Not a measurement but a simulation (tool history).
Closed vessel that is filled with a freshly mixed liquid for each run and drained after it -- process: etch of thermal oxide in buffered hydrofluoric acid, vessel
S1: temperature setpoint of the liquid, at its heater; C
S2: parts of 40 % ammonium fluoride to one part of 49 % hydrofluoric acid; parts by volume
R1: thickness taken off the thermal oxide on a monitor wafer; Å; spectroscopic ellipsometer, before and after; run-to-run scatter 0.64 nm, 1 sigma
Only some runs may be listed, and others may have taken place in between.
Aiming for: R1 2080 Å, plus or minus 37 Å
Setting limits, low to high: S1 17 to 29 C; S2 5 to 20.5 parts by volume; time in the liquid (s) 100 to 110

{"run": 1, "hour": 0.0, "S1": 21, "S2": 12.5, "time in the liquid (s)": 100, "R1": 717.61}
{"run": 2, "hour": 7.7, "S1": 21, "S2": 11, "time in the liquid (s)": 100, "R1": 814.92}
{"run": 3, "hour": 9.8, "S1": 21, "S2": 8.5, "time in the liquid (s)": 100, "R1": 1022.5}
{"run": 4, "hour": 18.1, "S1": 24.5, "S2": 8.5, "time in the liquid (s)": 100, "R1": 1243.7}
{"run": 5, "hour": 26.9, "S1": 24.5, "S2": 8.5, "time in the liquid (s)": 100, "R1": 1247.3}
{"run": 6, "hour": 32.8, "S1": 24.5, "S2": 11.5, "time in the liquid (s)": 100, "R1": 944.48}
{"run": 7, "hour": 33.6, "S1": 25.5, "S2": 10, "time in the liquid (s)": 100, "R1": 1146.6}
{"run": 8, "hour": 36.8, "S1": 26.5, "S2": 9, "time in the liquid (s)": 100, "R1": 1325.4}
{"hour": 38.3, "done": "hydrofluoric acid flow meter replaced"}
{"run": 9, "hour": 38.3, "S1": 27, "S2": 8, "time in the liquid (s)": 100, "R1": 1654.7}
{"run": 10, "hour": 45.7, "S1": 27.5, "S2": 8, "time in the liquid (s)": 100, "R1": 1707.2}

Exercise: of the 5 proposed moves below, exactly one satisfies all targets within the stated allowed misses. Which move is it?
{"run": "A", "hour": 53.1, "S1": 29, "S2": 7.5, "time in the liquid (s)": 100, "R1": "?"}
{"run": "B", "hour": 53.1, "S1": 26.5, "S2": 6.5, "time in the liquid (s)": 105, "R1": "?"}
{"run": "C", "hour": 53.1, "S1": 29, "S2": 7.5, "time in the liquid (s)": 110, "R1": "?"}
{"run": "D", "hour": 53.1, "S1": 28, "S2": 7.5, "time in the liquid (s)": 105, "R1": "?"}
{"run": "E", "hour": 53.1, "S1": 24, "S2": 5.5, "time in the liquid (s)": 100, "R1": "?"}

move=A R1=1972
move=B R1=2082.7
move=C R1=2169.2
move=D R1=1964
move=E R1=1999.5
A: closes in on the targets versus the last run, not all within tolerance yet
B: each result inside its tolerance
C: carries the result that was furthest off beyond its target, to the other side
D: closes in on the targets versus the last run, not all within tolerance yet
E: closes in on the targets versus the last run, not all within tolerance yet
The right move is B.
